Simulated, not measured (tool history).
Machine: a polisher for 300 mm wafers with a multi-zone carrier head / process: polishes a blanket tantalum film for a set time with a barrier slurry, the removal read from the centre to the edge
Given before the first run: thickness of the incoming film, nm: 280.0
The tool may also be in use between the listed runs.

run	day	flow of slurry (ml/min)	pressure of the head's centre zone	pressure of the head's middle zone	pressure of the head's edge zone	abrasive content of the slurry	polishing time (s)	film removed at the wafer's centre (angstrom)	film removed at mid-radius (angstrom)	film removed at the wafer's edge (angstrom)
1	0	170	1	1	1	1	75	905.81	964.27	941.81
2	0.171	170	1	1	1	1	89	1072.9	1139.8	1134.2
3	0.304	175	1.01	0.98	1.02	1	89	1077.1	1153.9	1122.7
4	0.679	160	1	0.95	0.99	1.1	90	1107.8	1146	1173
5	0.783	155	1.01	0.93	1.01	1.15	90	1138.7	1143.1	1201.9
6	0.971	150	1.01	0.92	1.02	1.15	90	1136	1103.1	1208.9
7	1.271	150	1.01	0.92	1.03	1.15	90	1126.3	1133.1	1172.9

Run 8 is up next; what results do you expect?
# day 1.408: centre zone pressure recalibrated
8	1.408	130	0.99	0.82	1.03	1.4	91	?	?	?

{"run 8": {"film removed at the wafer's centre (angstrom)": 1196.7, "film removed at mid-radius (angstrom)": 1064.5, "film removed at the wafer's edge (angstrom)": 1255.5}}
